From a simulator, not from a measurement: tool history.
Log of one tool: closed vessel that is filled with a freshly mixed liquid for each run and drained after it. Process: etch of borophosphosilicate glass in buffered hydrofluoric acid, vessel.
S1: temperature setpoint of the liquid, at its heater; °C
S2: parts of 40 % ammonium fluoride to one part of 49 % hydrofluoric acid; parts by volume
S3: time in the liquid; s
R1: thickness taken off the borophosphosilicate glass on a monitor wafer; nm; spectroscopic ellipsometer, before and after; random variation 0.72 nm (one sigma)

| run | hour | S1 | S2 | S3 | R1 |
|---|---|---|---|---|---|
| 1 | 0.0 | 25.0 | 8.0 | 35 | 74.719 |
| 2 | 7.4 | 25.0 | 8.0 | 35 | 75.528 |
| 3 | 9.5 | 25.0 | 8.0 | 35 | 74.512 |
| 4 | 17.8 | 25.0 | 6.0 | 35 | 99.187 |
| 5 | 25.9 | 25.0 | 6.0 | 30 | 84.726 |
| 6 | 32.5 | 25.0 | 7.5 | 30 | 68.703 |
| 7 | 40.9 | 25.0 | 7.5 | 30 | 69.061 |
| 8 | 48.5 | 25.5 | 7.5 | 30 | 71.491 |
| 9 | 49.0 | 26.0 | 7.5 | 30 | 71.539 |
| 10 | 55.7 | 26.5 | 7.5 | 30 | 74.881 |

Forecast run 11:
| 11 | 56.5 | 27.5 | 7.5 | 30 | ? |

R1: 77.791 nm

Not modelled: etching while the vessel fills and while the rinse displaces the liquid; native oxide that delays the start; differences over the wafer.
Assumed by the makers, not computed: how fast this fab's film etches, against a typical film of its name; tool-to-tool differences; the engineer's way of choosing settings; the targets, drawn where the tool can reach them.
